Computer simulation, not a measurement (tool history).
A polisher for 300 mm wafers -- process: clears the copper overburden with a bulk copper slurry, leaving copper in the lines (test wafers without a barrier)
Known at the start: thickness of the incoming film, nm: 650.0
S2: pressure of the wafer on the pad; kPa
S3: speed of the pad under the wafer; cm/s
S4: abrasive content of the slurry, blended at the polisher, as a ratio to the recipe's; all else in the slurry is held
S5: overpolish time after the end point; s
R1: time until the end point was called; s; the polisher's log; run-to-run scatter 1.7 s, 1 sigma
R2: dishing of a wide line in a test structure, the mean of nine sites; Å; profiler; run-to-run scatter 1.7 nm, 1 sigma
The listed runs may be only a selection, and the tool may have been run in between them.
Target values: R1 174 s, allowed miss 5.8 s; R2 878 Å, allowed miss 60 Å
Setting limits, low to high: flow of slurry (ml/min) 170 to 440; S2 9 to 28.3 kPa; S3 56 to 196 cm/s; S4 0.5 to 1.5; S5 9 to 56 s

{"run": 1, "hour": 0.0, "flow of slurry (ml/min)": 280, "S2": 18.6, "S3": 126, "S4": 1, "S5": 29, "R1": 66.56, "R2": 1148.8}
{"run": 2, "hour": 3.6, "flow of slurry (ml/min)": 280, "S2": 18.6, "S3": 126, "S4": 0.9, "S5": 29, "R1": 68.894, "R2": 1181.9}
{"run": 3, "hour": 9.9, "flow of slurry (ml/min)": 280, "S2": 16.5, "S3": 116, "S4": 0.85, "S5": 32, "R1": 83.652, "R2": 1080.2}
{"run": 4, "hour": 16.1, "flow of slurry (ml/min)": 280, "S2": 15.2, "S3": 108, "S4": 0.8, "S5": 36, "R1": 98.225, "R2": 1075.4}
{"run": 5, "hour": 17.5, "flow of slurry (ml/min)": 280, "S2": 15.2, "S3": 108, "S4": 0.8, "S5": 24, "R1": 99.529, "R2": 831.67}
{"run": 6, "hour": 18.5, "flow of slurry (ml/min)": 280, "S2": 19.3, "S3": 108, "S4": 0.8, "S5": 24, "R1": 78.891, "R2": 1035.3}
{"run": 7, "hour": 24.4, "flow of slurry (ml/min)": 275, "S2": 17.2, "S3": 102, "S4": 0.75, "S5": 29, "R1": 92.742, "R2": 965.32}
{"run": 8, "hour": 26.6, "flow of slurry (ml/min)": 280, "S2": 15.2, "S3": 96, "S4": 0.75, "S5": 33, "R1": 114.36, "R2": 945.19}
{"run": 9, "hour": 29.7, "flow of slurry (ml/min)": 280, "S2": 13.8, "S3": 94, "S4": 0.75, "S5": 35, "R1": 126.14, "R2": 910.97}
{"run": 10, "hour": 30.9, "flow of slurry (ml/min)": 280, "S2": 12.4, "S3": 94, "S4": 0.75, "S5": 37, "R1": 138.24, "R2": 818.62}
{"run": 11, "hour": 36.1, "flow of slurry (ml/min)": 280, "S2": 11.7, "S3": 92, "S4": 0.75, "S5": 40, "R1": 150.91, "R2": 871.95}
{"run": 12, "hour": 44.1, "flow of slurry (ml/min)": 280, "S2": 11, "S3": 92, "S4": 0.75, "S5": 41, "R1": 159.41, "R2": 805.95}
{"run": 13, "hour": 52.9, "flow of slurry (ml/min)": 280, "S2": 11, "S3": 92, "S4": 0.75, "S5": 43, "R1": 157.59, "R2": 841.91}

Exactly one of the 5 candidate moves below puts every result within its allowed miss. Which one?
{"run": "A", "hour": 61.7, "flow of slurry (ml/min)": 260, "S2": 16.5, "S3": 56, "S4": 0.6, "S5": 46, "R1": "?", "R2": "?"}
{"run": "B", "hour": 61.7, "flow of slurry (ml/min)": 300, "S2": 10.3, "S3": 106, "S4": 0.75, "S5": 53, "R1": "?", "R2": "?"}
{"run": "C", "hour": 61.7, "flow of slurry (ml/min)": 320, "S2": 9.7, "S3": 86, "S4": 1.05, "S5": 42, "R1": "?", "R2": "?"}
{"run": "D", "hour": 61.7, "flow of slurry (ml/min)": 305, "S2": 11.7, "S3": 78, "S4": 0.75, "S5": 51, "R1": "?", "R2": "?"}
{"run": "E", "hour": 61.7, "flow of slurry (ml/min)": 265, "S2": 10.3, "S3": 98, "S4": 0.75, "S5": 39, "R1": "?", "R2": "?"}

move=A R1=181.28 R2=912.98
move=B R1=144.87 R2=943.37
move=C R1=173.62 R2=784.73
move=D R1=172.32 R2=905.92
move=E R1=158.28 R2=806.04
A: moves the result that the last run missed by most past its target, out the other side
B: misses by more than the last run did
C: meets the target for the result that was furthest off, but another lies outside its allowed miss
D: in spec on every target
E: as far off as the last run
Correct choice: D, which meets every target

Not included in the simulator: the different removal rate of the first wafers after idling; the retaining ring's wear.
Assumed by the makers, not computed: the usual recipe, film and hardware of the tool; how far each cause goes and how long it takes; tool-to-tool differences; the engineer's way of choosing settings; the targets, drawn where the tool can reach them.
